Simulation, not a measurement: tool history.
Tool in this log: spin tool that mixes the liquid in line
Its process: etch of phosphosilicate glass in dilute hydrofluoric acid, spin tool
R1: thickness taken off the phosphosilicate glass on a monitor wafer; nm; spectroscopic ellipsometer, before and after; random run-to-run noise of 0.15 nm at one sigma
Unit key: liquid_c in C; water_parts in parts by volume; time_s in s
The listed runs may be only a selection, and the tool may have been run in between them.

{"run": 1, "day": 0.0, "liquid_c": 26.0, "water_parts": 210, "time_s": 75, "R1": 27.475}
{"run": 2, "day": 0.212, "liquid_c": 26.0, "water_parts": 275, "time_s": 75, "R1": 19.634}
{"run": 3, "day": 0.362, "liquid_c": 29.0, "water_parts": 275, "time_s": 75, "R1": 21.991}
{"run": 4, "day": 0.667, "liquid_c": 27.0, "water_parts": 275, "time_s": 75, "R1": 20.402}
{"run": 5, "day": 0.779, "liquid_c": 27.0, "water_parts": 275, "time_s": 75, "R1": 20.12}
{"run": 6, "day": 1.129, "liquid_c": 27.0, "water_parts": 210, "time_s": 75, "R1": 28.773}
{"run": 7, "day": 1.433, "liquid_c": 27.0, "water_parts": 210, "time_s": 75, "R1": 28.897}
{"run": 8, "day": 1.483, "liquid_c": 25.0, "water_parts": 220, "time_s": 75, "R1": 25.135}

Estimate the outcome of run 9 from the log above:
{"run": 9, "day": 1.579, "liquid_c": 23.5, "water_parts": 230, "time_s": 75, "R1": "?"}

R1: 22.588 nm

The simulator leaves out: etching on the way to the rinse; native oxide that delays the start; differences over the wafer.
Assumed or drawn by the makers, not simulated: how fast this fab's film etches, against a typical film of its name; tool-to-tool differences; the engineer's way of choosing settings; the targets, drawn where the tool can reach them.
